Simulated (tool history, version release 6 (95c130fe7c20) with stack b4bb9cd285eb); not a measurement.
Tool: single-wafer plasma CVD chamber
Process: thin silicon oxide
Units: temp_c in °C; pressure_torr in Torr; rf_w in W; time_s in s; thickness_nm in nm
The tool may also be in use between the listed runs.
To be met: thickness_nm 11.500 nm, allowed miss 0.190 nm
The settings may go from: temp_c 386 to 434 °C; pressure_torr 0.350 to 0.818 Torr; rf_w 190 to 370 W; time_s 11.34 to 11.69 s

run 1 hour=0.0 | temp_c=410 pressure_torr=0.584 rf_w=280 time_s=11.34 | thickness_nm=14.597
run 2 hour=5.6 | temp_c=410 pressure_torr=0.584 rf_w=280 time_s=11.69 | thickness_nm=15.015
run 3 hour=9.9 | temp_c=410 pressure_torr=0.584 rf_w=280 time_s=11.69 | thickness_nm=15.123
run 4 hour=14.5 | temp_c=410 pressure_torr=0.488 rf_w=280 time_s=11.69 | thickness_nm=12.820
run 5 hour=17.1 | temp_c=410 pressure_torr=0.488 rf_w=280 time_s=11.34 | thickness_nm=12.444
run 6 hour=19.5 | temp_c=410 pressure_torr=0.488 rf_w=280 time_s=11.69 | thickness_nm=12.769
run 7 hour=26.3 | temp_c=410 pressure_torr=0.423 rf_w=280 time_s=11.69 | thickness_nm=11.195
run 8 hour=30.8 | temp_c=410 pressure_torr=0.425 rf_w=280 time_s=11.69 | thickness_nm=11.239

Which of these 5 next moves meets every target?
run A hour=35.3 | temp_c=404 pressure_torr=0.444 rf_w=285 time_s=11.34 | thickness_nm=?
run B hour=35.3 | temp_c=411 pressure_torr=0.427 rf_w=275 time_s=11.45 | thickness_nm=?
run C hour=35.3 | temp_c=402 pressure_torr=0.463 rf_w=290 time_s=11.35 | thickness_nm=?
run D hour=35.3 | temp_c=406 pressure_torr=0.502 rf_w=240 time_s=11.34 | thickness_nm=?
run E hour=35.3 | temp_c=397 pressure_torr=0.477 rf_w=240 time_s=11.69 | thickness_nm=?

move=A thickness_nm=11.550
move=B thickness_nm=11.036
move=C thickness_nm=12.101
move=D thickness_nm=12.029
move=E thickness_nm=11.899
A: meets every target
B: further off than the last run
C: takes the result that was furthest off past its target
D: takes the result that was furthest off past its target
E: takes the result that was furthest off past its target
Answer: A

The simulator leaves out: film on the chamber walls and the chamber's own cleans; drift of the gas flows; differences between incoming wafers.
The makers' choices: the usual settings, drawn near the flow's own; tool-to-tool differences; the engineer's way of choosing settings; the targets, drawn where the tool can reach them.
